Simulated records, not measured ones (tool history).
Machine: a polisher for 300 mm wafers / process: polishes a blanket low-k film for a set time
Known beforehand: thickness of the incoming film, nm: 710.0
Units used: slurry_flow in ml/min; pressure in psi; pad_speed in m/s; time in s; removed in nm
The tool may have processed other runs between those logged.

| run | hour | slurry_flow | pressure | pad_speed | slurry_solids | time | removed |
|---|---|---|---|---|---|---|---|
| 1 | 0.0 | 175 | 2.4 | 0.86 | 1.00 | 56 | 29.472 |
| 2 | 3.0 | 170 | 2.2 | 0.86 | 1.00 | 56 | 27.304 |
| 3 | 9.4 | 170 | 2.2 | 0.86 | 0.95 | 56 | 26.435 |
| 4 | 17.4 | 165 | 2.1 | 0.86 | 0.95 | 56 | 25.285 |
| 5 | 20.0 | 165 | 2.3 | 0.86 | 0.95 | 56 | 27.470 |
| 6 | 24.4 | 165 | 2.3 | 0.68 | 0.95 | 56 | 22.782 |
| 7 | 28.6 | 165 | 2.3 | 0.68 | 0.95 | 56 | 23.017 |
| 8 | 36.6 | 160 | 2.2 | 0.68 | 0.95 | 56 | 21.636 |
| 9 | 37.3 | 155 | 2.1 | 0.68 | 0.95 | 56 | 20.760 |
| 10 | 43.5 | 150 | 2.0 | 0.68 | 0.95 | 56 | 19.573 |
| 11 | 51.0 | 145 | 2.0 | 0.68 | 0.95 | 56 | 19.437 |
| 12 | 60.0 | 140 | 2.0 | 0.68 | 0.95 | 56 | 19.358 |

Run 13 comes next. What will it give?
| 13 | 61.9 | 135 | 2.0 | 0.68 | 0.95 | 56 | ? |

{"run 13": {"removed": 19.172}}

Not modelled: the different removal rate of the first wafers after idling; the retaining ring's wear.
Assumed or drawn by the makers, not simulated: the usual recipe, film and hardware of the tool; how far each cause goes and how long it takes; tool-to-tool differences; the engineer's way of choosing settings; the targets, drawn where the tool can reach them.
